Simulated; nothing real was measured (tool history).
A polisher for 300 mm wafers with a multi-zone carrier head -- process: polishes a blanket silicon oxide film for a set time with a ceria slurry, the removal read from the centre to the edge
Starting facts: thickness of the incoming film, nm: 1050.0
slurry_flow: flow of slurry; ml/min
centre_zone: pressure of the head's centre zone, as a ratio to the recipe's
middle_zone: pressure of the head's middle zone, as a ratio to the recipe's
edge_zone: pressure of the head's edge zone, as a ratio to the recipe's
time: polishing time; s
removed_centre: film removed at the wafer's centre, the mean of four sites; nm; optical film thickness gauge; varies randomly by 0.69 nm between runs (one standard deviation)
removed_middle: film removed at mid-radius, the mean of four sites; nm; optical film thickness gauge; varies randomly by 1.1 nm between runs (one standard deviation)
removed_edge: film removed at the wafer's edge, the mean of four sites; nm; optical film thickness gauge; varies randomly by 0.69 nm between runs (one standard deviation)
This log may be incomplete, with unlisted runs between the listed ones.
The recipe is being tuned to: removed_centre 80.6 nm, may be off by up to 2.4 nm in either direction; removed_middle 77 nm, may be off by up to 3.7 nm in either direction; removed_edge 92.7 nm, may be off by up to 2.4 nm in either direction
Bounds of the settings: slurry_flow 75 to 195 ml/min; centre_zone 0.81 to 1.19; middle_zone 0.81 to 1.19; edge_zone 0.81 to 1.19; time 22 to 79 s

{"run": 1, "hour": 0.0, "slurry_flow": 125, "centre_zone": 1, "middle_zone": 1, "edge_zone": 1, "time": 50, "removed_centre": 189.01, "removed_middle": 183.96, "removed_edge": 185}
{"run": 2, "hour": 4.0, "slurry_flow": 120, "centre_zone": 0.98, "middle_zone": 0.97, "edge_zone": 0.98, "time": 46, "removed_centre": 170.8, "removed_middle": 163.99, "removed_edge": 166.71}
{"run": 3, "hour": 10.7, "slurry_flow": 120, "centre_zone": 0.98, "middle_zone": 0.97, "edge_zone": 0.9, "time": 46, "removed_centre": 171.3, "removed_middle": 163.88, "removed_edge": 161.78}
{"run": 4, "hour": 18.3, "slurry_flow": 120, "centre_zone": 0.98, "middle_zone": 0.97, "edge_zone": 0.9, "time": 35, "removed_centre": 128.39, "removed_middle": 123.15, "removed_edge": 123.13}
{"run": 5, "hour": 23.2, "slurry_flow": 115, "centre_zone": 0.96, "middle_zone": 0.95, "edge_zone": 0.91, "time": 33, "removed_centre": 118.1, "removed_middle": 112.24, "removed_edge": 116.34}
{"run": 6, "hour": 29.0, "slurry_flow": 110, "centre_zone": 0.94, "middle_zone": 0.93, "edge_zone": 0.91, "time": 32, "removed_centre": 111.49, "removed_middle": 107.47, "removed_edge": 110.72}
{"run": 7, "hour": 31.0, "slurry_flow": 105, "centre_zone": 0.93, "middle_zone": 0.91, "edge_zone": 0.94, "time": 31, "removed_centre": 104.25, "removed_middle": 99.102, "removed_edge": 106.79}
{"run": 8, "hour": 32.3, "slurry_flow": 105, "centre_zone": 0.93, "middle_zone": 0.91, "edge_zone": 0.94, "time": 31, "removed_centre": 103.17, "removed_middle": 98.127, "removed_edge": 107.17}

Consider the 4 candidate settings below. Which is the only one whose results all fall within their allowed miss of target?
{"run": "A", "hour": 33.6, "slurry_flow": 95, "centre_zone": 0.88, "middle_zone": 0.84, "edge_zone": 1.01, "time": 26, "removed_centre": "?", "removed_middle": "?", "removed_edge": "?"}
{"run": "B", "hour": 33.6, "slurry_flow": 80, "centre_zone": 0.86, "middle_zone": 0.93, "edge_zone": 0.91, "time": 29, "removed_centre": "?", "removed_middle": "?", "removed_edge": "?"}
{"run": "C", "hour": 33.6, "slurry_flow": 115, "centre_zone": 1.13, "middle_zone": 0.9, "edge_zone": 0.81, "time": 28, "removed_centre": "?", "removed_middle": "?", "removed_edge": "?"}
{"run": "D", "hour": 33.6, "slurry_flow": 85, "centre_zone": 0.94, "middle_zone": 0.98, "edge_zone": 0.94, "time": 28, "removed_centre": "?", "removed_middle": "?", "removed_edge": "?"}

move=A removed_centre=80.291 removed_middle=76.414 removed_edge=90.376
move=B removed_centre=81.634 removed_middle=87.316 removed_edge=92.119
move=C removed_centre=118.58 removed_middle=91.969 removed_edge=91.237
move=D removed_centre=88.546 removed_middle=90.053 removed_edge=91.559
A: hits every target within its allowed miss
B: the worst result of the last run now meets its target, but another is out of spec
C: its largest miss is bigger than the last run's
D: moves toward the targets from the last run without getting all of them in spec
The move that meets every target is A.

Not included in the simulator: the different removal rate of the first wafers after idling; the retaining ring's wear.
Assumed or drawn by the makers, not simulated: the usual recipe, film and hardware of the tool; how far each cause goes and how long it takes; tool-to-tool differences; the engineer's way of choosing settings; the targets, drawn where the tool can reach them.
